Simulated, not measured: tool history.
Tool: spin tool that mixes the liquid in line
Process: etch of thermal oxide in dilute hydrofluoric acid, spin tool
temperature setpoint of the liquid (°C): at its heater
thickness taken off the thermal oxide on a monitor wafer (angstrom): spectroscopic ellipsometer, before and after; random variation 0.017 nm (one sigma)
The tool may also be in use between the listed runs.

| run | day | temperature setpoint of the liquid (°C) | parts of water to one part of 49 % hydrofluoric acid (parts by volume) | time under the liquid (s) | thickness taken off the thermal oxide on a monitor wafer (angstrom) |
|---|---|---|---|---|---|
| 1 | 0 | 24 | 210 | 265 | 52.79 |
| 2 | 0.296 | 21 | 210 | 265 | 47.783 |
| 3 | 0.546 | 21 | 210 | 265 | 47.757 |
| 4 | 0.862 | 21 | 260 | 265 | 36.619 |
| 5 | 1.171 | 21 | 260 | 265 | 36.492 |
| 6 | 1.517 | 19.5 | 270 | 265 | 32.885 |

The next listed run, before its measurement:
| 7 | 1.554 | 18.5 | 280 | 265 | ? |

thickness taken off the thermal oxide on a monitor wafer (angstrom): 30.593
